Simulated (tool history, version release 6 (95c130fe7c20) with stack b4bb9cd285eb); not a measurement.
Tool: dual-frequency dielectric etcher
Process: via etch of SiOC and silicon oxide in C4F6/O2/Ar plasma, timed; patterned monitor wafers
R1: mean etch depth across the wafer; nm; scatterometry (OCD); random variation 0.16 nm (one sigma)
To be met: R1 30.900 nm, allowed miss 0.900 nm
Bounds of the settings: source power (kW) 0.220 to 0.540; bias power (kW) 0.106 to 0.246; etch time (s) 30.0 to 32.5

Run 1, day 0.000: source power (kW) 0.380, bias power (kW) 0.176, etch time (s) 32.5. Result: R1 35.425 nm.
Run 2, day 0.250: source power (kW) 0.410, bias power (kW) 0.176, etch time (s) 32.5. Result: R1 36.739 nm.
Run 3, day 0.417: source power (kW) 0.450, bias power (kW) 0.176, etch time (s) 32.5. Result: R1 38.535 nm.
Run 4, day 0.442: source power (kW) 0.450, bias power (kW) 0.198, etch time (s) 32.5. Result: R1 39.831 nm.
Run 5, day 0.683: source power (kW) 0.450, bias power (kW) 0.198, etch time (s) 30.0. Result: R1 36.917 nm.
Run 6, day 0.904: source power (kW) 0.410, bias power (kW) 0.192, etch time (s) 30.0. Result: R1 35.148 nm.
Run 7, day 1.183: source power (kW) 0.390, bias power (kW) 0.188, etch time (s) 30.0. Result: R1 33.750 nm.
Run 8, day 1.271: source power (kW) 0.390, bias power (kW) 0.188, etch time (s) 30.0. Result: R1 33.887 nm.
Run 9, day 1.633: source power (kW) 0.370, bias power (kW) 0.186, etch time (s) 30.0. Result: R1 32.905 nm.
Run 10, day 1.667: source power (kW) 0.360, bias power (kW) 0.185, etch time (s) 30.0. Result: R1 32.575 nm.
Run 11, day 2.004: source power (kW) 0.310, bias power (kW) 0.176, etch time (s) 30.0. Result: R1 29.285 nm.
Run 12, day 2.346: source power (kW) 0.320, bias power (kW) 0.177, etch time (s) 30.0. Result: R1 29.866 nm.
Run 13, day 2.412: source power (kW) 0.320, bias power (kW) 0.178, etch time (s) 30.0. Result: R1 29.801 nm.
Run 14, day 2.671: source power (kW) 0.320, bias power (kW) 0.179, etch time (s) 30.0. Result: R1 29.974 nm.

5 next moves are on the table. One of them brings every result within its allowed miss. Which?
Run A, day 2.929: source power (kW) 0.290, bias power (kW) 0.158, etch time (s) 31.5. Result: R1 ?.
Run B, day 2.929: source power (kW) 0.400, bias power (kW) 0.168, etch time (s) 30.0. Result: R1 ?.
Run C, day 2.929: source power (kW) 0.350, bias power (kW) 0.197, etch time (s) 30.5. Result: R1 ?.
Run D, day 2.929: source power (kW) 0.390, bias power (kW) 0.167, etch time (s) 31.0. Result: R1 ?.
Run E, day 2.929: source power (kW) 0.330, bias power (kW) 0.169, etch time (s) 31.0. Result: R1 ?.

move      R1
   A  28.818
   B  33.230
   C  33.344
   D  33.834
   E  31.152
A: further off than the last run
B: takes the result that was furthest off past its target
C: takes the result that was furthest off past its target
D: takes the result that was furthest off past its target
E: meets every target
Answer: E
